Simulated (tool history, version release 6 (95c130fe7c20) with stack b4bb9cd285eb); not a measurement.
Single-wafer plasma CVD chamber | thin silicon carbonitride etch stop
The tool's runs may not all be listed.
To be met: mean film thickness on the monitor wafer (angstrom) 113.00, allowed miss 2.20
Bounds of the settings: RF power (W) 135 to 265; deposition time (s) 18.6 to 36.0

run,hour,RF power (W),deposition time (s),mean film thickness on the monitor wafer (angstrom)
1,0.0,200,27.3,146.08
2,2.8,185,27.3,141.11
3,10.0,185,25.5,132.07
4,15.4,180,25.1,129.45
5,21.9,200,25.1,132.84
6,26.3,180,25.1,129.70
# hour 29.7: thermocouple changed; heater temperature recalibrated
7,29.7,175,24.6,125.42
8,35.7,170,24.3,123.20
9,39.0,165,24.1,121.11

Which of these 5 next moves meets every target?
A,42.3,195,20.2,?
B,42.3,165,22.4,?
C,42.3,145,24.3,?
D,42.3,175,23.0,?
E,42.3,160,21.6,?

move,mean film thickness on the monitor wafer (angstrom)
A,105.70
B,112.02
C,117.40
D,116.86
E,107.13
A: takes the result that was furthest off past its target
B: meets every target
C: nearer than the last run, and not there yet
D: nearer than the last run, and not there yet
E: takes the result that was furthest off past its target
Answer: B

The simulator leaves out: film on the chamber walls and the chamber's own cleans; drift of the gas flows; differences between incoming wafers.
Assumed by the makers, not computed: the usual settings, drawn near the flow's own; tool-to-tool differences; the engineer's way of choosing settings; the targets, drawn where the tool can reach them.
